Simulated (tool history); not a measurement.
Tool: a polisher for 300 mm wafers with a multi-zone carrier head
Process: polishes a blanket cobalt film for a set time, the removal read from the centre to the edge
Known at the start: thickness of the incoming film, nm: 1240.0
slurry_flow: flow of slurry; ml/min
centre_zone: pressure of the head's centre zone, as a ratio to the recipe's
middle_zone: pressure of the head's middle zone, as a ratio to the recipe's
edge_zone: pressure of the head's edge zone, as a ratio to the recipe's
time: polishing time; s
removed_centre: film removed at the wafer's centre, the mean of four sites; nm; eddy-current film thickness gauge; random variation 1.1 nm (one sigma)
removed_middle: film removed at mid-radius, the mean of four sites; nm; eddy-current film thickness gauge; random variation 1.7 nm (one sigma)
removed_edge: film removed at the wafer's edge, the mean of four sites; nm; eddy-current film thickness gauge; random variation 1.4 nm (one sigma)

Run 1, hour 0: slurry_flow 265 ml/min, centre_zone 1, middle_zone 1, edge_zone 1, time 30 s. Result: removed_centre 192.23 nm, removed_middle 184.89 nm, removed_edge 186.85 nm.
Run 2, hour 5.7: slurry_flow 265 ml/min, centre_zone 1.04, middle_zone 1, edge_zone 1, time 30 s. Result: removed_centre 201.28 nm, removed_middle 178.47 nm, removed_edge 190.72 nm.
Run 3, hour 13.7: slurry_flow 265 ml/min, centre_zone 1.04, middle_zone 1.04, edge_zone 1, time 30 s. Result: removed_centre 201.53 nm, removed_middle 191.41 nm, removed_edge 185.16 nm.
Run 4, hour 19.1: slurry_flow 255 ml/min, centre_zone 0.97, middle_zone 0.99, edge_zone 0.98, time 28 s. Result: removed_centre 176.52 nm, removed_middle 166.76 nm, removed_edge 175.33 nm.
Run 5, hour 24.8: slurry_flow 255 ml/min, centre_zone 0.88, middle_zone 0.99, edge_zone 0.98, time 28 s. Result: removed_centre 157.09 nm, removed_middle 166.58 nm, removed_edge 174.64 nm.
Run 6, hour 27.5: slurry_flow 245 ml/min, centre_zone 0.86, middle_zone 0.98, edge_zone 0.96, time 26 s. Result: removed_centre 142.19 nm, removed_middle 156.21 nm, removed_edge 158.12 nm.
Run 7, hour 36.3: slurry_flow 235 ml/min, centre_zone 0.84, middle_zone 0.95, edge_zone 0.95, time 25 s. Result: removed_centre 133.66 nm, removed_middle 144.7 nm, removed_edge 149.78 nm.

Run 8 comes next. What will it give?
Run 8, hour 38.7: slurry_flow 225 ml/min, centre_zone 0.83, middle_zone 0.93, edge_zone 0.96, time 25 s. Result: removed_centre ?, removed_middle ?, removed_edge ?.

{"run 8": {"removed_centre": 131.47, "removed_middle": 139.59, "removed_edge": 150.03}}
